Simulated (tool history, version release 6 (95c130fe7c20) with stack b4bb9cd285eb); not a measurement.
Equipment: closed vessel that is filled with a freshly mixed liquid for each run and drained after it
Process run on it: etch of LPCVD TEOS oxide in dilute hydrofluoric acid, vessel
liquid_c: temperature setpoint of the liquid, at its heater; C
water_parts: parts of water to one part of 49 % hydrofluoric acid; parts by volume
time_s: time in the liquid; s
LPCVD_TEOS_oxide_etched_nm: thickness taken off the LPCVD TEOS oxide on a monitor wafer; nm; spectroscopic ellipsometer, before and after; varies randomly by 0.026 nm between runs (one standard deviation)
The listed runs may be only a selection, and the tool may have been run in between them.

{"run": 1, "hour": 0.0, "liquid_c": 26.0, "water_parts": 290, "time_s": 70, "LPCVD_TEOS_oxide_etched_nm": 4.7934}
{"run": 2, "hour": 2.0, "liquid_c": 27.0, "water_parts": 280, "time_s": 70, "LPCVD_TEOS_oxide_etched_nm": 5.2128}
{"run": 3, "hour": 11.2, "liquid_c": 27.0, "water_parts": 280, "time_s": 40, "LPCVD_TEOS_oxide_etched_nm": 2.9959}
{"run": 4, "hour": 17.6, "liquid_c": 25.5, "water_parts": 250, "time_s": 40, "LPCVD_TEOS_oxide_etched_nm": 3.2575}
{"run": 5, "hour": 19.5, "liquid_c": 25.5, "water_parts": 250, "time_s": 70, "LPCVD_TEOS_oxide_etched_nm": 5.728}
{"run": 6, "hour": 23.6, "liquid_c": 25.5, "water_parts": 150, "time_s": 70, "LPCVD_TEOS_oxide_etched_nm": 10.688}
{"run": 7, "hour": 26.8, "liquid_c": 21.5, "water_parts": 160, "time_s": 70, "LPCVD_TEOS_oxide_etched_nm": 8.4687}

Forecast run 8:
{"run": 8, "hour": 31.6, "liquid_c": 21.0, "water_parts": 160, "time_s": 70, "LPCVD_TEOS_oxide_etched_nm": "?"}

Logged for run 8: LPCVD_TEOS_oxide_etched_nm 8.3285 nm.
